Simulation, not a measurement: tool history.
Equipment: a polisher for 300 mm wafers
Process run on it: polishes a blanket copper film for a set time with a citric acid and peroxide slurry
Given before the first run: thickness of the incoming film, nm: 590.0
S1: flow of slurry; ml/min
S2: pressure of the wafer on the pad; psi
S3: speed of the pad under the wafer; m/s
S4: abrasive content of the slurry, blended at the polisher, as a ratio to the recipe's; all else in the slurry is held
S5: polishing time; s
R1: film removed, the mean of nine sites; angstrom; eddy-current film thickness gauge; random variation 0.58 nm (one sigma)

run  hour   S1   S2    S3   S4  S5      R1
  1   0.0  285  2.7  0.86  1.0  36  584.82
  2   8.8  285  2.7  1.04  1.0  36  703.08
  3  10.1  290  2.8  1.04  1.0  36  725.33
  4  17.9  290  2.9  1.04  1.0  36  736.47
  5  20.0  290  2.9  1.04  1.0  32  654.95
  6  24.7  290  2.9  0.86  1.0  32  551.19
  7  26.3  290  3.1  0.88  1.0  32  595.52
  8  32.4  290  3.3  0.90  1.0  32  641.62
  9  33.9  290  3.4  0.92  1.0  32  675.39
 10  39.6  290  3.5  0.92  1.0  32  686.19
 11  46.3  290  3.6  0.92  1.0  32  707.48
 12  49.3  290  3.7  0.92  1.0  32  719.54

Expected results for the next run?
 13  56.4  290  3.8  0.92  1.0  32   ?

{"run 13": {"R1": 732.56}}

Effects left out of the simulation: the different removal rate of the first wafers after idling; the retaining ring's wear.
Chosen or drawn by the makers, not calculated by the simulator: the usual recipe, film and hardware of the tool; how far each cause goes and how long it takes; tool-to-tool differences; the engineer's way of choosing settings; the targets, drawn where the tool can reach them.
